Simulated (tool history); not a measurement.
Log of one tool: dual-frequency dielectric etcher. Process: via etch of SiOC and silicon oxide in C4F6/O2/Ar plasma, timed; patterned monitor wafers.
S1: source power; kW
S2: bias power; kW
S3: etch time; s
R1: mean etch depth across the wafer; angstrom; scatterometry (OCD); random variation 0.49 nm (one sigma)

run 1 hour=0.0 | S1=0.320 S2=0.131 S3=98.0 | R1=1033.90
run 2 hour=0.9 | S1=0.330 S2=0.132 S3=98.0 | R1=1050.70
run 3 hour=2.8 | S1=0.340 S2=0.132 S3=98.0 | R1=1059.60
run 4 hour=11.4 | S1=0.340 S2=0.119 S3=98.0 | R1=1011.50
run 5 hour=13.3 | S1=0.360 S2=0.120 S3=98.0 | R1=1037.80
run 6 hour=17.8 | S1=0.360 S2=0.100 S3=98.0 | R1=971.75
run 7 hour=21.4 | S1=0.380 S2=0.102 S3=98.0 | R1=991.65

The next listed run, before its measurement:
run 8 hour=27.7 | S1=0.400 S2=0.105 S3=98.0 | R1=?

{"run 8": {"R1": 1023.6}}

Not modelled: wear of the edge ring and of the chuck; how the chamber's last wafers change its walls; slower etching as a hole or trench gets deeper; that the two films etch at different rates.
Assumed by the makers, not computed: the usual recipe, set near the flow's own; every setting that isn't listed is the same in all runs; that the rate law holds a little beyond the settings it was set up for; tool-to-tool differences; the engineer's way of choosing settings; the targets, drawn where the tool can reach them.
